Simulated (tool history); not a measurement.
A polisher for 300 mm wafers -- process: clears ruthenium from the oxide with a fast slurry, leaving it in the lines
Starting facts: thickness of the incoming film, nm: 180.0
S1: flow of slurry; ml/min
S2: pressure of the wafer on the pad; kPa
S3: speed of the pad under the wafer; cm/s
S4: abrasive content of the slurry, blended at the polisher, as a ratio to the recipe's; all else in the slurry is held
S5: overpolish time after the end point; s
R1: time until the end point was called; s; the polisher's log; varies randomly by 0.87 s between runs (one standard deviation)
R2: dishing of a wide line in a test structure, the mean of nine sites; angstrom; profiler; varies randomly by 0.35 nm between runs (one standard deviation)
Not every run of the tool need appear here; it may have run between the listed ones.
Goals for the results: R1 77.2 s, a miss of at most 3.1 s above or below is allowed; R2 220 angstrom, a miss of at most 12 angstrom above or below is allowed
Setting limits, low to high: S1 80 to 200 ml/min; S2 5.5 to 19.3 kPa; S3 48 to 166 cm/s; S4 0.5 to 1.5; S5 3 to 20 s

Run 1, day 0: S1 130 ml/min, S2 12.4 kPa, S3 106 cm/s, S4 1, S5 10 s. Result: R1 50.351 s, R2 272.11 angstrom.
Run 2, day 0.304: S1 130 ml/min, S2 12.4 kPa, S3 88 cm/s, S4 1, S5 10 s. Result: R1 58.093 s, R2 239.67 angstrom.
Run 3, day 0.562: S1 130 ml/min, S2 12.4 kPa, S3 88 cm/s, S4 1.15, S5 10 s. Result: R1 52.901 s, R2 257.36 angstrom.
Run 4, day 0.596: S1 125 ml/min, S2 11.7 kPa, S3 88 cm/s, S4 1.15, S5 10 s. Result: R1 56.523 s, R2 249.92 angstrom.
Run 5, day 0.871: S1 125 ml/min, S2 10.3 kPa, S3 88 cm/s, S4 1.15, S5 10 s. Result: R1 65.184 s, R2 216.76 angstrom.
Run 6, day 1.188: S1 125 ml/min, S2 10.3 kPa, S3 88 cm/s, S4 1.15, S5 12 s. Result: R1 64.974 s, R2 262.31 angstrom.
Run 7, day 1.246: S1 105 ml/min, S2 8.3 kPa, S3 88 cm/s, S4 1.15, S5 12 s. Result: R1 82.595 s, R2 204.1 angstrom.
Run 8, day 1.296: S1 110 ml/min, S2 8.3 kPa, S3 88 cm/s, S4 1.15, S5 12 s. Result: R1 80.516 s, R2 202.01 angstrom.
Run 9, day 1.325: S1 115 ml/min, S2 8.3 kPa, S3 88 cm/s, S4 1.15, S5 12 s. Result: R1 82.865 s, R2 207.82 angstrom.

Next run, 5 choices. One meets every target within its allowed miss, the rest don't. Which?
Run A, day 1.354: S1 110 ml/min, S2 7.6 kPa, S3 96 cm/s, S4 1.15, S5 11 s. Result: R1 ?, R2 ?.
Run B, day 1.354: S1 115 ml/min, S2 6.9 kPa, S3 104 cm/s, S4 1.1, S5 12 s. Result: R1 ?, R2 ?.
Run C, day 1.354: S1 125 ml/min, S2 9.7 kPa, S3 76 cm/s, S4 0.95, S5 11 s. Result: R1 ?, R2 ?.
Run D, day 1.354: S1 155 ml/min, S2 9 kPa, S3 72 cm/s, S4 1.35, S5 12 s. Result: R1 ?, R2 ?.
Run E, day 1.354: S1 100 ml/min, S2 7.6 kPa, S3 90 cm/s, S4 1.3, S5 11 s. Result: R1 ?, R2 ?.

move      R1      R2
   A  84.596  182.85
   B  88.602  190.19
   C  86.311  179.33
   D  78.137  214.66
   E  85.023  181.96
A: misses by more than the last run did
B: misses by more than the last run did
C: misses by more than the last run did
D: in spec on every target
E: misses by more than the last run did
The right move is D.

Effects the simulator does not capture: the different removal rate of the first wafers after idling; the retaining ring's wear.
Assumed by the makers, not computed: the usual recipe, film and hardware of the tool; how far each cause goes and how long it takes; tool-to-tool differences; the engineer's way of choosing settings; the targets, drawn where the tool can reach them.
